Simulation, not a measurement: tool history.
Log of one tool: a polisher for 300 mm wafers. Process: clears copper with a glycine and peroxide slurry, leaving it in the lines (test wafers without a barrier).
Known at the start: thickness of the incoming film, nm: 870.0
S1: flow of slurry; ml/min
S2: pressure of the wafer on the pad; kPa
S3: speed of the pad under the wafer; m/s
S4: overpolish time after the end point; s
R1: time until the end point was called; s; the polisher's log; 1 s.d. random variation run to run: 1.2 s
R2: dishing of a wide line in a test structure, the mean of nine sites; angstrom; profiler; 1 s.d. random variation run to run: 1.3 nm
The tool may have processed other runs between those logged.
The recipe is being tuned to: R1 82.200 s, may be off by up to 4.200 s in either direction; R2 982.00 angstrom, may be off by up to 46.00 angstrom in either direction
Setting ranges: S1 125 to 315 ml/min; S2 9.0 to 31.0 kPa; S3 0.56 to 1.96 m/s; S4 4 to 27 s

run 1 day=0.000 | S1=205 S2=20.0 S3=1.26 S4=14 | R1=123.460 R2=608.81
run 2 day=0.271 | S1=205 S2=22.1 S3=1.26 S4=14 | R1=121.020 R2=619.68
run 3 day=0.392 | S1=205 S2=23.4 S3=1.32 S4=15 | R1=109.560 R2=709.38
run 4 day=0.417 | S1=245 S2=23.4 S3=1.32 S4=15 | R1=103.260 R2=737.56
run 5 day=0.454 | S1=245 S2=24.8 S3=1.32 S4=15 | R1=101.020 R2=740.32
run 6 day=0.812 | S1=210 S2=24.8 S3=1.32 S4=15 | R1=105.300 R2=735.70
run 7 day=0.908 | S1=215 S2=26.2 S3=1.34 S4=15 | R1=97.476 R2=748.43
run 8 day=1.229 | S1=215 S2=26.9 S3=1.36 S4=16 | R1=97.520 R2=832.73
run 9 day=1.412 | S1=220 S2=27.6 S3=1.36 S4=16 | R1=97.533 R2=837.01
run 10 day=1.704 | S1=225 S2=28.3 S3=1.38 S4=16 | R1=94.139 R2=840.63
run 11 day=1.925 | S1=225 S2=28.3 S3=1.38 S4=16 | R1=90.544 R2=826.90

4 next moves are on the table. One of them brings every result within its allowed miss. Which?
run A day=2.146 | S1=240 S2=30.3 S3=1.70 S4=18 | R1=? R2=?
run B day=2.146 | S1=225 S2=30.3 S3=1.48 S4=22 | R1=? R2=?
run C day=2.146 | S1=190 S2=31.0 S3=1.46 S4=18 | R1=? R2=?
run D day=2.146 | S1=200 S2=25.5 S3=1.46 S4=25 | R1=? R2=?

move=A R1=70.032 R2=1042.80
move=B R1=79.047 R2=1092.80
move=C R1=80.497 R2=967.68
move=D R1=91.894 R2=1062.20
A: moves the result that the last run missed by most past its target, out the other side
B: moves the result that the last run missed by most past its target, out the other side
C: meets every target
D: moves the result that the last run missed by most past its target, out the other side
Correct choice: C, which meets every target

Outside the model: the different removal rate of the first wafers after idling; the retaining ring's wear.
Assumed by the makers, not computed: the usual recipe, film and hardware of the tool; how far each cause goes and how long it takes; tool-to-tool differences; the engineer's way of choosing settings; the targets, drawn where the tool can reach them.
